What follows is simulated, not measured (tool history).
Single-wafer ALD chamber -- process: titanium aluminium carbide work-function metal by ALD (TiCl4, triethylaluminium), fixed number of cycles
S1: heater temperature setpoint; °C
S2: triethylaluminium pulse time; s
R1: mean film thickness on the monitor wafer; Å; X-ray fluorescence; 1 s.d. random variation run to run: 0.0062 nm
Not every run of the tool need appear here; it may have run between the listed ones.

run  hour   S1     S2      R1
  1   0.0  285   8.25  17.735
  2   0.7  293   8.25  18.490
  3   8.4  284   8.25  17.597
  4  14.2  284  10.12  18.207
  5  18.4  277   8.23  16.901
  6  22.9  272   7.20  16.008
  7  31.7  269   6.65  15.344

For run 8, what comes out?
  8  36.3  261  6.01   ?

{"run 8": {"R1": 14.043}}
